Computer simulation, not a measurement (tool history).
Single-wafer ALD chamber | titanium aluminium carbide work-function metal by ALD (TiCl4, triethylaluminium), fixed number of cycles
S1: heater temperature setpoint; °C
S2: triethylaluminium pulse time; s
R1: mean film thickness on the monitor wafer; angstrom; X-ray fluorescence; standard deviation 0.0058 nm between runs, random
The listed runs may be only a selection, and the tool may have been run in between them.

{"run": 1, "hour": 0.0, "S1": 275, "S2": 9.35, "R1": 15.942}
{"run": 2, "hour": 0.7, "S1": 278, "S2": 9.46, "R1": 16.142}
{"run": 3, "hour": 9.2, "S1": 278, "S2": 11.86, "R1": 16.551}
{"run": 4, "hour": 12.0, "S1": 279, "S2": 11.92, "R1": 16.781}
{"run": 5, "hour": 16.3, "S1": 272, "S2": 11.92, "R1": 16.174}
{"run": 6, "hour": 17.3, "S1": 278, "S2": 11.92, "R1": 16.64}
{"run": 7, "hour": 18.8, "S1": 279, "S2": 11.96, "R1": 16.778}

For run 8, what comes out?
{"run": 8, "hour": 20.7, "S1": 279, "S2": 11.97, "R1": "?"}

{"run 8": {"R1": 16.601}}

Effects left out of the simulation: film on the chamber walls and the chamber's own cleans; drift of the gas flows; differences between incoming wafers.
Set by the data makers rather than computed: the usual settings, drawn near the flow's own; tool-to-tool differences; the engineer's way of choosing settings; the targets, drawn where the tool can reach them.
